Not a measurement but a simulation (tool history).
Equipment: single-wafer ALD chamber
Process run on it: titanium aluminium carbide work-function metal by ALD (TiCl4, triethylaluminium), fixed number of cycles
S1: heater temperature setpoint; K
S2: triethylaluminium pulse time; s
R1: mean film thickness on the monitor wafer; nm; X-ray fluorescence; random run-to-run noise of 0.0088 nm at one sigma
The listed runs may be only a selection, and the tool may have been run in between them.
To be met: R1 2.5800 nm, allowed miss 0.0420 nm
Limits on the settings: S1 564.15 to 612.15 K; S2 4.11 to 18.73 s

{"run": 1, "hour": 0.0, "S1": 588.15, "S2": 11.42, "R1": 2.3753}
{"run": 2, "hour": 2.4, "S1": 593.15, "S2": 11.42, "R1": 2.4193}
{"run": 3, "hour": 10.5, "S1": 593.15, "S2": 14.23, "R1": 2.4508}
{"run": 4, "hour": 14.3, "S1": 597.15, "S2": 14.66, "R1": 2.4906}
{"run": 5, "hour": 22.2, "S1": 597.15, "S2": 11.8, "R1": 2.4706}
{"run": 6, "hour": 30.9, "S1": 587.15, "S2": 11.8, "R1": 2.3918}
{"run": 7, "hour": 35.0, "S1": 594.15, "S2": 12.87, "R1": 2.4494}
{"run": 8, "hour": 36.6, "S1": 598.15, "S2": 13.34, "R1": 2.4971}
{"run": 9, "hour": 37.7, "S1": 598.15, "S2": 13.34, "R1": 2.4934}
{"run": 10, "hour": 42.5, "S1": 601.15, "S2": 13.6, "R1": 2.52}

Which of these 5 next moves meets every target?
{"run": "A", "hour": 47.3, "S1": 607.15, "S2": 13.8, "R1": "?"}
{"run": "B", "hour": 47.3, "S1": 596.15, "S2": 13.98, "R1": "?"}
{"run": "C", "hour": 47.3, "S1": 595.15, "S2": 10.92, "R1": "?"}
{"run": "D", "hour": 47.3, "S1": 596.15, "S2": 12.01, "R1": "?"}
{"run": "E", "hour": 47.3, "S1": 596.15, "S2": 15.33, "R1": "?"}

move=A R1=2.5638
move=B R1=2.4685
move=C R1=2.4240
move=D R1=2.4496
move=E R1=2.4760
A: all results in spec
B: lands further from the targets than the last run did
C: lands further from the targets than the last run did
D: lands further from the targets than the last run did
E: lands further from the targets than the last run did
The right move is A.
